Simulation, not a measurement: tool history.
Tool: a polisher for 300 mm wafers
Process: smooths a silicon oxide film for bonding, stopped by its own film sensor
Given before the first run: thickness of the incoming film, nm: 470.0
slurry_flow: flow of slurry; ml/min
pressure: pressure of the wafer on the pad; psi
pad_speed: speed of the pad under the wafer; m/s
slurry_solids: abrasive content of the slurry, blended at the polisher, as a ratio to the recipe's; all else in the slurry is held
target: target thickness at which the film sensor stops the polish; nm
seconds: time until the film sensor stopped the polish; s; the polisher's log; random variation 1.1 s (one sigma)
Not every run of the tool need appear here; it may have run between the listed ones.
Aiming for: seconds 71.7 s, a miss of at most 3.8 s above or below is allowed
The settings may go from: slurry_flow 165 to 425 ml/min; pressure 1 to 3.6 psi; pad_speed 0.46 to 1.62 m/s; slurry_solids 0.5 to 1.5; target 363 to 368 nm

run  hour  slurry_flow  pressure  pad_speed  slurry_solids  target  seconds
  1     0          275       2.3       1.04              1     368   118.59
  2   4.9          275       1.9       1.04              1     368   147.86
  3   6.4          275       1.9        0.9              1     368   155.11
  4  14.4          235       1.9        0.9              1     368   159.27
  5    21          235       2.2       0.92              1     368   137.37
  6  26.6          235       1.7       0.92              1     368   176.02
  7  30.8          235       2.3       1.02              1     368   125.17
  8  34.3          240       2.5       1.04              1     368   114.39
  9    41          245       2.7       1.06              1     368   102.09
 10  45.6          245       2.8       1.06              1     368   99.796
 11  47.9          245       2.9       1.08              1     368   94.455
 12  56.3          245         3       1.08              1     368   90.954
 13  60.8          245         3       1.08              1     368   92.776
 14  69.1          245       3.1        1.1              1     368   88.308
 15  72.4          245       3.2       1.12              1     368   86.036
 16  76.8          245       3.3       1.14              1     368   84.829

Exactly one of the 4 candidate moves below puts every result within its allowed miss. Which one?
  A  81.2          190       2.9       1.26           1.15     364        ?
  B  81.2          250       3.1          1            1.2     368        ?
  C  81.2          195       3.3       1.04           0.75     365        ?
  D  81.2          300       3.6        1.2           1.15     363        ?

move  seconds
   A    87.83
   B   86.123
   C   102.81
   D   69.768
A: lands further from the targets than the last run did
B: lands further from the targets than the last run did
C: lands further from the targets than the last run did
D: every result lands within tolerance
Correct choice: D, which meets every target

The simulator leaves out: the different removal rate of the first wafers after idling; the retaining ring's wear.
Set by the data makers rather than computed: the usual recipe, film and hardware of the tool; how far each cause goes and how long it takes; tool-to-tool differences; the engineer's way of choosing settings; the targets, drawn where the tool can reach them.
